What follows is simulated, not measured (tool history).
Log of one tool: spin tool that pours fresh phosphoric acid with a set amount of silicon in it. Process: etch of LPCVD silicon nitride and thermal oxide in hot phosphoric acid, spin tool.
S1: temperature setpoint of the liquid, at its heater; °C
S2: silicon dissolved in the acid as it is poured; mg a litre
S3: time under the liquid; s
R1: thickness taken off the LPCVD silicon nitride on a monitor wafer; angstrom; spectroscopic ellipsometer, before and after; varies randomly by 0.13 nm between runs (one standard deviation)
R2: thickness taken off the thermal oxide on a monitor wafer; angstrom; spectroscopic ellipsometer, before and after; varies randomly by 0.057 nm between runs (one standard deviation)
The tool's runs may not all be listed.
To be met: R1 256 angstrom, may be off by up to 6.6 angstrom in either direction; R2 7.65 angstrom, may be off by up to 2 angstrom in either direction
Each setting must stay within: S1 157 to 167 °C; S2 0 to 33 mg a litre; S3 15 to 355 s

{"run": 1, "hour": 0.0, "S1": 162, "S2": 14.5, "S3": 180, "R1": 170.86, "R2": 5.5759}
{"run": 2, "hour": 4.0, "S1": 162, "S2": 21.5, "S3": 180, "R1": 167.93, "R2": 4.2389}
{"run": 3, "hour": 10.6, "S1": 161, "S2": 21.5, "S3": 180, "R1": 163.52, "R2": 4.1694}
{"run": 4, "hour": 12.2, "S1": 161.5, "S2": 21, "S3": 185, "R1": 170.52, "R2": 3.6524}
{"run": 5, "hour": 18.7, "S1": 161.5, "S2": 16, "S3": 185, "R1": 170.87, "R2": 5.0607}
{"run": 6, "hour": 27.3, "S1": 161.5, "S2": 10.5, "S3": 185, "R1": 170.74, "R2": 5.6393}
{"run": 7, "hour": 31.6, "S1": 162, "S2": 12, "S3": 190, "R1": 178.45, "R2": 5.8826}
{"run": 8, "hour": 35.1, "S1": 162.5, "S2": 13, "S3": 195, "R1": 185.34, "R2": 5.7535}
{"run": 9, "hour": 41.7, "S1": 163, "S2": 13, "S3": 200, "R1": 192.67, "R2": 5.9261}
{"hour": 45.4, "done": "thermometer replaced"}
{"run": 10, "hour": 45.4, "S1": 163.5, "S2": 13, "S3": 205, "R1": 187.47, "R2": 5.7394}
{"run": 11, "hour": 53.9, "S1": 163.5, "S2": 13, "S3": 205, "R1": 190.17, "R2": 5.3726}
{"run": 12, "hour": 57.5, "S1": 163.5, "S2": 12.5, "S3": 210, "R1": 190.92, "R2": 6.3781}
{"run": 13, "hour": 65.6, "S1": 163.5, "S2": 13, "S3": 220, "R1": 201.48, "R2": 5.3034}
{"run": 14, "hour": 70.9, "S1": 163.5, "S2": 11.5, "S3": 225, "R1": 205.1, "R2": 6.2931}
{"run": 15, "hour": 72.8, "S1": 163.5, "S2": 11, "S3": 230, "R1": 211.64, "R2": 7.0275}

Which of these 4 next moves meets every target?
{"run": "A", "hour": 74.7, "S1": 164, "S2": 11.5, "S3": 240, "R1": "?", "R2": "?"}
{"run": "B", "hour": 74.7, "S1": 163, "S2": 1.5, "S3": 195, "R1": "?", "R2": "?"}
{"run": "C", "hour": 74.7, "S1": 165, "S2": 19.5, "S3": 300, "R1": "?", "R2": "?"}
{"run": "D", "hour": 74.7, "S1": 164, "S2": 15, "S3": 275, "R1": "?", "R2": "?"}

move=A R1=223.07 R2=7.3
move=B R1=175.35 R2=6.7818
move=C R1=288.16 R2=8.0075
move=D R1=255.6 R2=7.6916
A: an improvement on the last run, though not all results are within tolerance
B: lands further from the targets than the last run did
C: takes the biggest miss from the last run beyond its target
D: in spec on every target
D meets every target.
